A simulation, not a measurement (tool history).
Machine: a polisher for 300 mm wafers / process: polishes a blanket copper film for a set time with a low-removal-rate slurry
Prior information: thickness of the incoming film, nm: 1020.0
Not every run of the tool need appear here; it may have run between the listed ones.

run  hour  flow of slurry (ml/min)  pressure of the wafer on the pad (psi)  speed of the pad under the wafer (m/s)  abrasive content of the slurry  polishing time (s)  film removed (nm)
  1     0                      255                                     2.8                                    1.34                               1                  43             149.02
  2   0.9                      255                                     2.7                                    1.34                               1                  43             140.94
  3   6.1                      255                                     2.6                                    1.34                               1                  43             138.84
  4    11                      215                                     2.6                                    1.34                               1                  43             138.93
  5  12.3                      215                                     2.6                                     1.2                               1                  43             122.78
  6  14.5                      215                                     2.6                                     1.2                             0.9                  43             120.32
  7  15.8                      215                                     2.5                                     1.2                             0.9                  43             115.07
  8  24.4                      215                                     2.3                                     1.2                             0.9                  43             109.18

For run 9, what comes out?
  9  32.1                      215                                     2.2                                     1.2                             0.9                  43                  ?

{"run 9": {"film removed (nm)": 106.3}}
